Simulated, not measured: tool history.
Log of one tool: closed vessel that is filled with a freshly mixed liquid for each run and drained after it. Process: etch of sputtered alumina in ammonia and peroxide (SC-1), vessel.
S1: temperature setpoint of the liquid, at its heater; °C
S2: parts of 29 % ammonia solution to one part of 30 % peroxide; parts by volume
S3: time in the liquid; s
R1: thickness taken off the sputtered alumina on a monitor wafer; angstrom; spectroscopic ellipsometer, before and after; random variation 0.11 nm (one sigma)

run  hour    S1   S2   S3       R1
  1   0.0  49.0  0.7  175   88.796
  2   6.4  49.0  0.9  175   91.512
  3  13.7  52.0  0.9  175  106.630
  4  16.6  52.0  0.7  175  105.170
  5  24.2  54.5  0.7  175  118.670
  6  33.3  57.5  0.7  175  139.160
  7  41.6  58.5  0.7  175  147.190

Run 8 is up next; what results do you expect?
  8  46.6  59.5  0.7  175   ?

Run 8 yielded R1 155.480 angstrom.
